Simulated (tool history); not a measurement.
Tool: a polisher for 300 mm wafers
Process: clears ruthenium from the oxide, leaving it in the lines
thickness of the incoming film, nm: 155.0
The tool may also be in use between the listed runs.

run,hour,flow of slurry (ml/min),pressure of the wafer on the pad (psi),speed of the pad under the wafer (cm/s),overpolish time after the end point (s),time until the end point was called (s)
1,0,290,2.5,102,46,108.32
2,1.1,290,2.9,104,46,93.085
3,8.6,290,2.9,92,46,105.93
4,17.6,290,3.2,98,46,93.175
5,23.8,290,3.2,98,49,90.927
6,31.7,290,3.4,104,49,83.993
7,34.2,290,3.5,112,49,77.65
8,43.1,290,3.6,118,49,72.131

Forecast run 9:
9,44.2,290,3.7,122,49,?

Run 9 gave time until the end point was called (s) 66.725.
